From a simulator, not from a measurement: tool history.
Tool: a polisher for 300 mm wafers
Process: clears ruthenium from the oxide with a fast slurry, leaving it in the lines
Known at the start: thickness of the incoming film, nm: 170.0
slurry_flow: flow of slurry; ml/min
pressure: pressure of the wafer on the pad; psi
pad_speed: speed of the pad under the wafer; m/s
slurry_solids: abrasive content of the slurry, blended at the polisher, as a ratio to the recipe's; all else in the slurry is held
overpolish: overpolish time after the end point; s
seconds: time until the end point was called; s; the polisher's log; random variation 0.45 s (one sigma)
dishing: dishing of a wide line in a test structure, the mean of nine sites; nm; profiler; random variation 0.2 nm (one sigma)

run	hour	slurry_flow	pressure	pad_speed	slurry_solids	overpolish	seconds	dishing
1	0	245	1.8	1.06	1	19	55.198	16.526
2	6.8	245	1.8	1.32	1	19	44.423	16.73
3	9.9	245	1.8	1.06	1	19	56.094	16.669
4	16.6	245	1.9	1.06	1	19	53.525	16.362
# hour 20.8: worn pad replaced by a new one
5	20.8	245	2	1.06	1	20	48.252	17
6	28.2	245	2	1.06	0.85	20	52.371	16.911
7	33.1	245	2.1	1.06	0.85	20	50.599	16.923
8	39.9	245	2.3	1.06	0.85	21	47.506	17.173

The next listed run, before its measurement:
9	47	245	2.4	1.06	0.85	22	?	?

Run 9 gave seconds 45.95 s, dishing 17.418 nm.

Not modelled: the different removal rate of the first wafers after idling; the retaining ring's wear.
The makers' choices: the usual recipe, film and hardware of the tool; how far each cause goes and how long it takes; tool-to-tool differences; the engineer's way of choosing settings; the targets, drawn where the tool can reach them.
